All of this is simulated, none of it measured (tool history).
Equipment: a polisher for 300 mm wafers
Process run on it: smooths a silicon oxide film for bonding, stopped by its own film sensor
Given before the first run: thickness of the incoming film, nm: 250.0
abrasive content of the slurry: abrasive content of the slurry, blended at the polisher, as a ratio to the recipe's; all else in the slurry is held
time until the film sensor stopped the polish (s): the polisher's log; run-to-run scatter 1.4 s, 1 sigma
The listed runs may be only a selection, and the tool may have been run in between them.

| run | day | flow of slurry (ml/min) | pressure of the wafer on the pad (kPa) | speed of the pad under the wafer (m/s) | abrasive content of the slurry | target thickness at which the film sensor stops the polish (angstrom) | time until the film sensor stopped the polish (s) |
|---|---|---|---|---|---|---|---|
| 1 | 0.000 | 285 | 9.0 | 0.88 | 1.00 | 2300 | 47.982 |
| 2 | 0.075 | 285 | 9.0 | 0.88 | 0.85 | 2300 | 53.901 |
| 3 | 0.296 | 285 | 9.0 | 0.96 | 0.85 | 2300 | 52.504 |
| 4 | 0.538 | 285 | 7.6 | 0.96 | 0.85 | 2300 | 57.013 |
| 5 | 0.750 | 285 | 6.9 | 0.94 | 0.85 | 2300 | 60.782 |
| 6 | 0.917 | 285 | 6.9 | 0.94 | 0.95 | 2300 | 58.471 |

The next listed run, before its measurement:
| 7 | 1.008 | 285 | 6.2 | 0.92 | 0.95 | 2300 | ? |

{"run 7": {"time until the film sensor stopped the polish (s)": 62.507}}
